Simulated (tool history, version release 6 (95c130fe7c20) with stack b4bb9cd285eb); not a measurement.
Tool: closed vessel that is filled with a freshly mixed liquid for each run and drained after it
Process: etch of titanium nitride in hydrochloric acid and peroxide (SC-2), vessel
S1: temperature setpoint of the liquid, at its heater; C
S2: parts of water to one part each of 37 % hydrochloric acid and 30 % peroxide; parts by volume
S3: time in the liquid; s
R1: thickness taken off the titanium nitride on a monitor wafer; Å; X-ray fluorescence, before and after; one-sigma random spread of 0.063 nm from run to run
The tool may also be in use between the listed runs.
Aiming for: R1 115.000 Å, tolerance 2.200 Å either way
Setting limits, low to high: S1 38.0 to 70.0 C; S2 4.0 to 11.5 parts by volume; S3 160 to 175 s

run 1 day=0.000 | S1=54.0 S2=6.5 S3=160 | R1=83.148
run 2 day=0.254 | S1=55.0 S2=6.5 S3=160 | R1=88.469
run 3 day=0.283 | S1=55.0 S2=6.5 S3=175 | R1=97.392
run 4 day=0.450 | S1=55.5 S2=6.5 S3=175 | R1=101.660
run 5 day=0.712 | S1=59.5 S2=6.5 S3=175 | R1=129.180
run 6 day=0.988 | S1=59.0 S2=6.5 S3=175 | R1=126.810
run 7 day=1.188 | S1=58.5 S2=6.5 S3=175 | R1=121.230
run 8 day=1.500 | S1=58.0 S2=6.5 S3=175 | R1=118.500

Which one of the following 4 next-run settings gets every result inside its allowed miss? There is exactly one.
run A day=1.812 | S1=59.0 S2=6.5 S3=170 | R1=?
run B day=1.812 | S1=61.0 S2=7.0 S3=160 | R1=?
run C day=1.812 | S1=59.0 S2=7.0 S3=175 | R1=?
run D day=1.812 | S1=56.0 S2=5.0 S3=160 | R1=?

move=A R1=123.260
move=B R1=124.220
move=C R1=119.840
move=D R1=116.370
A: further off than the last run
B: further off than the last run
C: further off than the last run
D: hits every target within its allowed miss
D meets every target.

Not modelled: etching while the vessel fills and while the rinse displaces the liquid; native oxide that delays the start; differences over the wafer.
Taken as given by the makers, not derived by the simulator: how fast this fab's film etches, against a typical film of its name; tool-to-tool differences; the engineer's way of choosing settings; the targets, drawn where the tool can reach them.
